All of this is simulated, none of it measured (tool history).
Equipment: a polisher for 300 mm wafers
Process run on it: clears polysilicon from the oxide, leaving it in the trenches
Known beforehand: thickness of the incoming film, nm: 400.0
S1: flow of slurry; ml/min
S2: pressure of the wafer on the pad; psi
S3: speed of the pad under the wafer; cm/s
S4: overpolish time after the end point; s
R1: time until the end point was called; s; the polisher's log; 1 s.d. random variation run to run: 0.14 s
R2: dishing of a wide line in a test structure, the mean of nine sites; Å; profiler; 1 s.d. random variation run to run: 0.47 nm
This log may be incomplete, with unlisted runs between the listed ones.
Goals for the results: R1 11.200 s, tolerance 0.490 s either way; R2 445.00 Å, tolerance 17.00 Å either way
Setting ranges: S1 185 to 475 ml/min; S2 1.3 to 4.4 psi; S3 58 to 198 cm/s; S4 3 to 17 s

| run | day | S1 | S2 | S3 | S4 | R1 | R2 |
|---|---|---|---|---|---|---|---|
| 1 | 0.000 | 305 | 2.8 | 128 | 9 | 21.410 | 433.09 |
| 2 | 0.079 | 305 | 3.0 | 130 | 9 | 19.132 | 439.08 |
| 3 | 0.400 | 305 | 3.6 | 130 | 9 | 16.574 | 438.07 |
| 4 | 0.571 | 245 | 3.6 | 130 | 9 | 16.678 | 449.88 |
| 5 | 0.683 | 300 | 3.6 | 130 | 9 | 15.957 | 450.36 |
| 6 | 0.808 | 300 | 3.3 | 130 | 9 | 17.578 | 432.92 |
| 7 | 0.875 | 305 | 3.4 | 132 | 9 | 16.814 | 440.46 |
| 8 | 1.196 | 310 | 3.5 | 134 | 9 | 15.951 | 444.65 |
| 9 | 1.362 | 310 | 4.3 | 140 | 5 | 12.465 | 429.00 |
| 10 | 1.600 | 310 | 4.4 | 144 | 6 | 11.998 | 429.65 |
| 11 | 1.746 | 310 | 4.4 | 146 | 6 | 11.742 | 436.99 |

Below are 5 possible settings for the next run. Only one of them brings all results inside the allowed miss of their targets. Which is it?
| A | 1.892 | 330 | 4.4 | 168 | 7 | ? | ? |
| B | 1.892 | 260 | 4.1 | 158 | 7 | ? | ? |
| C | 1.892 | 420 | 4.2 | 160 | 3 | ? | ? |
| D | 1.892 | 300 | 4.4 | 154 | 7 | ? | ? |
| E | 1.892 | 190 | 4.4 | 140 | 16 | ? | ? |

| move | R1 | R2 |
|---|---|---|
| A | 10.326 | 455.96 |
| B | 12.036 | 453.24 |
| C | 11.127 | 400.94 |
| D | 11.341 | 454.49 |
| E | 13.207 | 458.40 |
A: pushes the last run's worst result past its target
B: moves away from the targets compared with the last run
C: meets the target for the result that was furthest off, but another lies outside its allowed miss
D: every result lands within tolerance
E: moves away from the targets compared with the last run
Go with D: it meets all targets.
